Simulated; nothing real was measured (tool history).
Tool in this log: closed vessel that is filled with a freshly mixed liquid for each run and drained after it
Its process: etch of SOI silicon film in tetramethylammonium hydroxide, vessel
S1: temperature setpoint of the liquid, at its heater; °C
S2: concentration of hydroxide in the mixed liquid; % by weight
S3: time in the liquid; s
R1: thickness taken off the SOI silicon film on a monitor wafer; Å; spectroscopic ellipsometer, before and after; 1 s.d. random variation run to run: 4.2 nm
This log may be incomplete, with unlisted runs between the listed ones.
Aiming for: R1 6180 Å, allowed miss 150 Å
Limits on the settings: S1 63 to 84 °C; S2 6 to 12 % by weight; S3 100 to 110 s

run	hour	S1	S2	S3	R1
1	0	76	8	100	9881.9
2	6.9	79.5	8	100	12195
3	12.1	77	8	100	10419
4	16	72	8	100	7864.6
5	24.9	72	9	100	7475.7
6	31.2	71.5	9	100	7388.3
7	37.9	71	9	100	7140
8	41.8	70.5	9	100	6943
9	48.1	70	9	100	6747.7
10	55.6	69.5	9	100	6517.4
11	62.8	69	9	100	6300

Which one of the following 5 next-run settings gets every result inside its allowed miss? There is exactly one.
A	70	67	7.5	110	?
B	70	69	9.5	100	?
C	70	71	11	100	?
D	70	67	9	105	?
E	70	67.5	8.5	100	?

move	R1
A	6556.4
B	6206
C	6624.2
D	5900.5
E	5908.1
A: the biggest miss grows against the last run
B: in spec on every target
C: the biggest miss grows against the last run
D: takes the result that was furthest off past its target
E: takes the result that was furthest off past its target
The move that meets every target is B.
